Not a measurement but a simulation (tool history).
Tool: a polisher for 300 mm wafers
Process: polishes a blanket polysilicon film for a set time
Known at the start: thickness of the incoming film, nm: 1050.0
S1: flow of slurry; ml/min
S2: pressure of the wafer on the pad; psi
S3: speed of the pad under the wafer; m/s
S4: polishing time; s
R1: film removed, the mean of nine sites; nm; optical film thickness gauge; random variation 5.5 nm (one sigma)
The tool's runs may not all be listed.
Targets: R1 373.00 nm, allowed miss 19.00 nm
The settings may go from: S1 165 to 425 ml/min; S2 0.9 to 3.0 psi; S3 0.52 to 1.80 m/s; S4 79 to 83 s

run,day,S1,S2,S3,S4,R1
1,0.000,275,1.9,1.16,79,581.54
2,0.079,210,1.9,1.16,79,550.32
3,0.425,210,2.3,1.16,79,673.44
4,0.683,210,2.1,1.14,79,599.44
5,0.829,210,1.9,1.12,79,548.43
6,1.071,210,1.7,1.10,79,487.17
7,1.317,210,1.6,1.10,79,462.15
8,1.692,210,1.5,1.10,79,434.93
9,2.046,210,1.4,1.10,79,397.11

5 next moves are on the table. One of them brings every result within its allowed miss. Which?
A,2.400,275,1.4,1.10,79,?
B,2.400,185,1.3,1.06,83,?
C,2.400,240,1.5,1.12,79,?
D,2.400,245,1.3,1.26,82,?
E,2.400,280,1.2,1.30,81,?

move,R1
A,406.15
B,369.65
C,433.52
D,428.39
E,406.70
A: further off than the last run
B: meets every target
C: further off than the last run
D: further off than the last run
E: further off than the last run
Answer: B

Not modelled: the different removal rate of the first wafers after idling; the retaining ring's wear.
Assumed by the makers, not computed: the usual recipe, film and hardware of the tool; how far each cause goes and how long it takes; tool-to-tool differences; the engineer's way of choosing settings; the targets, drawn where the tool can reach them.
